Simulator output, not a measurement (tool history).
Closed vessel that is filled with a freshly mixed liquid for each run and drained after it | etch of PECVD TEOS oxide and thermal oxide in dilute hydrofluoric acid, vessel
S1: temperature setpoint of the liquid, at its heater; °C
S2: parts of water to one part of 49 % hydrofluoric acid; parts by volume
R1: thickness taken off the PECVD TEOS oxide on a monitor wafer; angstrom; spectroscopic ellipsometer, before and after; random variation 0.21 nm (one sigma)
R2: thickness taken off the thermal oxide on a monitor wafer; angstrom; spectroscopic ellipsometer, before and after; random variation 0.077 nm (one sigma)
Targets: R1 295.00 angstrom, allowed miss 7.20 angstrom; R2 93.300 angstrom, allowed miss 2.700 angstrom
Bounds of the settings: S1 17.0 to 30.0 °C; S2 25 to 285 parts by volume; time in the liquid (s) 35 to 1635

Run 1, hour 0.0: S1 22.0 °C, S2 155 parts by volume, time in the liquid (s) 835. Result: R1 605.04 angstrom, R2 193.830 angstrom.
Run 2, hour 6.8: S1 22.0 °C, S2 155 parts by volume, time in the liquid (s) 620. Result: R1 444.80 angstrom, R2 143.000 angstrom.
Run 3, hour 9.7: S1 22.0 °C, S2 155 parts by volume, time in the liquid (s) 965. Result: R1 690.09 angstrom, R2 223.020 angstrom.
Run 4, hour 15.4: S1 22.0 °C, S2 200 parts by volume, time in the liquid (s) 965. Result: R1 520.07 angstrom, R2 161.060 angstrom.
Run 5, hour 24.2: S1 22.0 °C, S2 150 parts by volume, time in the liquid (s) 965. Result: R1 729.35 angstrom, R2 233.870 angstrom.
Run 6, hour 31.1: S1 22.0 °C, S2 125 parts by volume, time in the liquid (s) 965. Result: R1 910.27 angstrom, R2 287.460 angstrom.
Run 7, hour 35.5: S1 21.0 °C, S2 145 parts by volume, time in the liquid (s) 965. Result: R1 730.07 angstrom, R2 230.480 angstrom.
Run 8, hour 38.9: S1 20.5 °C, S2 160 parts by volume, time in the liquid (s) 960. Result: R1 633.61 angstrom, R2 199.860 angstrom.
Run 9, hour 45.9: S1 20.0 °C, S2 175 parts by volume, time in the liquid (s) 955. Result: R1 560.09 angstrom, R2 176.320 angstrom.
Run 10, hour 53.3: S1 17.0 °C, S2 240 parts by volume, time in the liquid (s) 950. Result: R1 336.57 angstrom, R2 106.220 angstrom.
Run 11, hour 55.4: S1 17.0 °C, S2 245 parts by volume, time in the liquid (s) 950. Result: R1 328.62 angstrom, R2 104.650 angstrom.
Run 12, hour 63.9: S1 17.0 °C, S2 245 parts by volume, time in the liquid (s) 950. Result: R1 328.09 angstrom, R2 104.350 angstrom.
Run 13, hour 70.9: S1 17.0 °C, S2 250 parts by volume, time in the liquid (s) 950. Result: R1 325.84 angstrom, R2 100.750 angstrom.
Run 14, hour 78.2: S1 17.0 °C, S2 250 parts by volume, time in the liquid (s) 945. Result: R1 317.97 angstrom, R2 101.300 angstrom.

Which of these 4 next moves meets every target?
Run A, hour 85.5: S1 17.0 °C, S2 165 parts by volume, time in the liquid (s) 565. Result: R1 ?, R2 ?.
Run B, hour 85.5: S1 17.0 °C, S2 225 parts by volume, time in the liquid (s) 760. Result: R1 ?, R2 ?.
Run C, hour 85.5: S1 17.0 °C, S2 160 parts by volume, time in the liquid (s) 555. Result: R1 ?, R2 ?.
Run D, hour 85.5: S1 17.0 °C, S2 180 parts by volume, time in the liquid (s) 620. Result: R1 ?, R2 ?.

move      R1       R2
   A  315.81   98.771
   B  294.78   92.192
   C  321.45  100.530
   D  313.21   97.957
A: nearer than the last run, and not there yet
B: meets every target
C: further off than the last run
D: nearer than the last run, and not there yet
The right move is B.
